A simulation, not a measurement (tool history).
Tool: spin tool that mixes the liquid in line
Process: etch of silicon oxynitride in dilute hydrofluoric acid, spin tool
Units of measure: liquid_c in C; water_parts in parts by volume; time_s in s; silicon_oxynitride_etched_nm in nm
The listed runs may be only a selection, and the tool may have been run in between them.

run 1 hour=0 | liquid_c=25 water_parts=45 time_s=290 | silicon_oxynitride_etched_nm=15.883
run 2 hour=1.6 | liquid_c=25 water_parts=45 time_s=310 | silicon_oxynitride_etched_nm=16.897
run 3 hour=9.1 | liquid_c=24 water_parts=45 time_s=310 | silicon_oxynitride_etched_nm=16.165
run 4 hour=15.6 | liquid_c=24 water_parts=40 time_s=310 | silicon_oxynitride_etched_nm=18.367
run 5 hour=22 | liquid_c=23 water_parts=40 time_s=310 | silicon_oxynitride_etched_nm=17.505
run 6 hour=27.3 | liquid_c=23 water_parts=55 time_s=310 | silicon_oxynitride_etched_nm=12.63

Estimate the outcome of run 7 from the log above:
run 7 hour=29.3 | liquid_c=22.5 water_parts=55 time_s=310 | silicon_oxynitride_etched_nm=?

{"run 7": {"silicon_oxynitride_etched_nm": 12.173}}

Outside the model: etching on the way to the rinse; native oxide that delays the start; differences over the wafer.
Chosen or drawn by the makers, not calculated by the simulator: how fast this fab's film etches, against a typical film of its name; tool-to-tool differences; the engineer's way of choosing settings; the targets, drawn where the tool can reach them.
